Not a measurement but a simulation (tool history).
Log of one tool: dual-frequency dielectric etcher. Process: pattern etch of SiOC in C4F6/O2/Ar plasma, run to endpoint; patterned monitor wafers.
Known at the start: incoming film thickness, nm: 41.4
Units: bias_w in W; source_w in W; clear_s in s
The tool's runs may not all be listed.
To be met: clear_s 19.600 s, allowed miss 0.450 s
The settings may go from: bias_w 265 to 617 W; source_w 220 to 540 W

run,hour,bias_w,source_w,clear_s
1,0.0,441,380,15.314
2,1.2,441,410,15.076
3,2.2,402,370,16.133
4,8.2,447,370,15.372
5,15.7,447,430,14.759
6,23.7,407,400,15.552
7,24.8,375,370,16.617
8,26.1,351,360,17.102
9,32.1,332,350,17.619
10,32.7,332,350,17.776
11,40.5,318,340,17.967
12,44.5,265,270,20.615
13,46.2,316,280,19.084

4 next moves are on the table. One of them brings every result within its allowed miss. Which?
A,47.9,333,280,?
B,47.9,314,260,?
C,47.9,334,320,?
D,47.9,346,310,?

move,clear_s
A,18.778
B,19.596
C,18.067
D,17.987
A: further off than the last run
B: meets every target
C: further off than the last run
D: further off than the last run
Move B is the one to make.
